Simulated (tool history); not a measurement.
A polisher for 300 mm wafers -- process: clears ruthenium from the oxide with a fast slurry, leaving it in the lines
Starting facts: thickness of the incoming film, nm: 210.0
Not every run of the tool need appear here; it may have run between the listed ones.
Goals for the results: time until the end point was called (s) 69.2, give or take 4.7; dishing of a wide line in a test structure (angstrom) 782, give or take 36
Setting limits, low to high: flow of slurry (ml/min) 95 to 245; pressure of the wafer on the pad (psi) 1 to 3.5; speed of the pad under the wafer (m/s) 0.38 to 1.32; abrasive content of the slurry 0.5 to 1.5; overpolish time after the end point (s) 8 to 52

run    day  flow of slurry (ml/min)  pressure of the wafer on the pad (psi)  speed of the pad under the wafer (m/s)  abrasive content of the slurry  overpolish time after the end point (s)  time until the end point was called (s)  dishing of a wide line in a test structure (angstrom)
  1      0                      155                                     2.2                                    0.84                               1                                       26                                    67.56                                                 581.16
  2  0.275                      125                                     2.2                                    0.84                               1                                       26                                   73.238                                                 589.29
  3  0.629                      120                                     2.3                                    0.84                               1                                       27                                   69.563                                                  619.9
  4      1                      120                                     2.3                                    0.84                             1.1                                       27                                   68.375                                                 632.78
  5  1.129                      115                                     2.3                                    0.84                             1.1                                       29                                   66.961                                                 662.57
  6  1.154                      115                                     2.3                                    0.84                               1                                       29                                   73.188                                                 647.03
  7  1.338                      115                                     2.4                                    0.84                               1                                       30                                   68.526                                                 672.19
  8  1.471                      110                                     2.4                                    0.84                               1                                       31                                   68.606                                                 694.52
  9  1.558                      110                                     2.4                                    0.84                               1                                       31                                    66.27                                                 691.52
 10  1.888                      110                                     2.3                                    0.86                               1                                       32                                   68.322                                                 677.56
 11  2.179                      110                                     2.3                                    0.84                               1                                       34                                   70.203                                                 728.82
 12   2.25                      110                                     2.3                                    0.84                               1                                       35                                   72.262                                                 728.87

4 next moves are on the table. One of them brings every result within its allowed miss. Which?
  A  2.321                      120                                     2.7                                    0.92                             0.9                                       27                                        ?                                                      ?
  B  2.321                      100                                     2.9                                    0.94                             0.8                                       26                                        ?                                                      ?
  C  2.321                      135                                     2.3                                    0.78                               1                                       38                                        ?                                                      ?
  D  2.321                      115                                     2.5                                    0.96                               1                                       38                                        ?                                                      ?

move  time until the end point was called (s)  dishing of a wide line in a test structure (angstrom)
   A                                   57.374                                                 724.12
   B                                   57.573                                                 701.15
   C                                   71.012                                                 798.92
   D                                   58.311                                                 922.13
A: lands further from the targets than the last run did
B: lands further from the targets than the last run did
C: every result within its allowed miss
D: carries the result that was furthest off beyond its target, to the other side
C is the move that brings every result within its allowed miss.
